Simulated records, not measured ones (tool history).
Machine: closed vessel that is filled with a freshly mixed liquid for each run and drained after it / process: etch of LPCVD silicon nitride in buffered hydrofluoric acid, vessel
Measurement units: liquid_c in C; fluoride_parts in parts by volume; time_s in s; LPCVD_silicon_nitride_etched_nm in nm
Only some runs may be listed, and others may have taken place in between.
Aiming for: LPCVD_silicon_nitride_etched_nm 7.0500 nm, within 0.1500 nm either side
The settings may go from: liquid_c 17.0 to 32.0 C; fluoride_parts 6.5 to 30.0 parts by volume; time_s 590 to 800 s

run,hour,liquid_c,fluoride_parts,time_s,LPCVD_silicon_nitride_etched_nm
1,0.0,24.0,19.5,800,5.9497
2,8.0,24.5,19.5,800,6.0960
3,17.5,24.5,19.5,590,4.4941
4,19.1,25.5,18.5,590,4.9280
5,20.9,24.0,18.5,590,4.5651
6,28.2,25.5,18.5,590,4.9407
7,33.6,29.5,18.0,590,6.2442
8,35.0,30.0,18.0,590,6.4183
9,40.1,30.5,18.0,590,6.5692

Which single option among these 4 for the next run brings every result within its allowed miss of target? Just one does.
A,45.2,27.5,20.0,800,?
B,45.2,29.0,20.0,690,?
C,45.2,30.5,21.0,590,?
D,45.2,29.5,20.5,690,?

move,LPCVD_silicon_nitride_etched_nm
A,7.0951
B,6.6297
C,5.9360
D,6.6941
A: meets every target
B: closes in on the targets versus the last run, not all within tolerance yet
C: moves away from the targets compared with the last run
D: closes in on the targets versus the last run, not all within tolerance yet
So the answer is move A, the one that meets all the targets.
